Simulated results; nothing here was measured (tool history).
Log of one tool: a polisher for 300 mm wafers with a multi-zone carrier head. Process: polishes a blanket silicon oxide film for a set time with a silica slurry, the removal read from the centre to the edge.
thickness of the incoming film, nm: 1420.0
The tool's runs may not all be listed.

run  hour  flow of slurry (ml/min)  pressure of the head's centre zone  pressure of the head's middle zone  pressure of the head's edge zone  abrasive content of the slurry  polishing time (s)  film removed at the wafer's centre (nm)  film removed at mid-radius (nm)  film removed at the wafer's edge (nm)
  1     0                      285                                   1                                   1                                 1                               1                  57                                   137.85                           135.71                                 138.13
  2     5                      275                                0.96                                0.95                              0.98                            0.85                  55                                   121.01                           118.72                                 123.96
  3  13.3                      235                                0.96                                0.95                              0.98                            0.85                  55                                   115.15                           115.29                                 122.99
  4  21.4                      225                                0.94                                0.92                              0.96                            0.75                  54                                   106.23                           105.74                                  114.5
  5  25.2                      220                                0.92                                 0.9                              0.95                             0.7                  53                                    98.66                           99.704                                 107.59
  6    31                      220                                0.84                                 0.9                              0.95                             0.7                  53                                   90.465                           98.467                                 108.95
  7  36.2                      215                                0.85                                0.88                              0.94                            0.65                  53                                   87.704                           94.865                                 107.34
  8  43.7                      215                                0.87                                0.87                              0.92                             0.6                  52                                   87.286                           89.262                                 99.505
  9  51.8                      210                                0.86                                0.86                               0.9                             0.6                  52                                   83.859                           87.888                                 96.455
     52.6  -- worn pad replaced by a new one
 10  52.6                      205                                0.86                                0.85                               0.9                             0.6                  52                                   92.986                           96.674                                 109.14
 11  57.4                      250                                0.86                                0.86                              0.93                             0.6                  52                                   97.067                           100.23                                 111.11
 12  65.2                      230                                0.86                                0.81                              0.85                             0.5                  46                                   79.958                           78.729                                 89.755
 13  71.4                      240                                0.86                                0.81                              0.85                             0.5                  46                                   80.232                            79.24                                 90.014
 14  77.2                      250                                0.86                                0.81                              0.85                             0.5                  46                                   80.415                           78.841                                 90.481

The next listed run, before its measurement:
 15  82.1                      260                                0.86                                0.82                              0.86                             0.5                  46                                        ?                                ?                                      ?

{"run 15": {"film removed at the wafer's centre (nm)": 80.931, "film removed at mid-radius (nm)": 80.366, "film removed at the wafer's edge (nm)": 90.163}}
